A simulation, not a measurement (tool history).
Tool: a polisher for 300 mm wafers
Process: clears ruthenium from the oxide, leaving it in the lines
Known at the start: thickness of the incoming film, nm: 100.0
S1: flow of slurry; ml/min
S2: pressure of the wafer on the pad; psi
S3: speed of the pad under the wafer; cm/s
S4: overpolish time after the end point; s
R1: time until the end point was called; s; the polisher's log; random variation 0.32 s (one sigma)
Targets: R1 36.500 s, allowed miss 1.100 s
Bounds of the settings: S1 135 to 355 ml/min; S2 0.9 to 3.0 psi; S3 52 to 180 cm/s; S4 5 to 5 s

{"run": 1, "hour": 0.0, "S1": 225, "S2": 1.9, "S3": 116, "S4": 5, "R1": 62.436}
{"run": 2, "hour": 4.6, "S1": 225, "S2": 1.9, "S3": 132, "S4": 5, "R1": 55.426}
{"run": 3, "hour": 8.7, "S1": 225, "S2": 1.6, "S3": 132, "S4": 5, "R1": 65.707}
{"run": 4, "hour": 15.9, "S1": 175, "S2": 1.6, "S3": 132, "S4": 5, "R1": 67.835}
{"run": 5, "hour": 21.7, "S1": 175, "S2": 1.6, "S3": 120, "S4": 5, "R1": 74.361}
{"run": 6, "hour": 28.6, "S1": 190, "S2": 2.0, "S3": 120, "S4": 5, "R1": 59.189}
{"run": 7, "hour": 35.9, "S1": 205, "S2": 2.3, "S3": 120, "S4": 5, "R1": 50.973}
{"run": 8, "hour": 37.8, "S1": 225, "S2": 2.5, "S3": 120, "S4": 5, "R1": 46.876}
{"run": 9, "hour": 38.5, "S1": 230, "S2": 2.7, "S3": 120, "S4": 5, "R1": 42.893}
{"run": 10, "hour": 41.5, "S1": 230, "S2": 2.8, "S3": 122, "S4": 5, "R1": 40.932}
{"run": 11, "hour": 44.6, "S1": 230, "S2": 2.9, "S3": 124, "S4": 5, "R1": 38.874}
{"run": 12, "hour": 51.9, "S1": 235, "S2": 2.9, "S3": 124, "S4": 5, "R1": 38.755}

Which of these 5 next moves meets every target?
{"run": "A", "hour": 59.2, "S1": 215, "S2": 3.0, "S3": 128, "S4": 5, "R1": "?"}
{"run": "B", "hour": 59.2, "S1": 225, "S2": 2.9, "S3": 120, "S4": 5, "R1": "?"}
{"run": "C", "hour": 59.2, "S1": 300, "S2": 2.6, "S3": 134, "S4": 5, "R1": "?"}
{"run": "D", "hour": 59.2, "S1": 225, "S2": 2.8, "S3": 116, "S4": 5, "R1": "?"}
{"run": "E", "hour": 59.2, "S1": 275, "S2": 3.0, "S3": 114, "S4": 5, "R1": "?"}

move=A R1=36.139
move=B R1=39.538
move=C R1=38.279
move=D R1=42.289
move=E R1=39.269
A: meets every target
B: further off than the last run
C: nearer than the last run, and not there yet
D: further off than the last run
E: further off than the last run
The right move is A.

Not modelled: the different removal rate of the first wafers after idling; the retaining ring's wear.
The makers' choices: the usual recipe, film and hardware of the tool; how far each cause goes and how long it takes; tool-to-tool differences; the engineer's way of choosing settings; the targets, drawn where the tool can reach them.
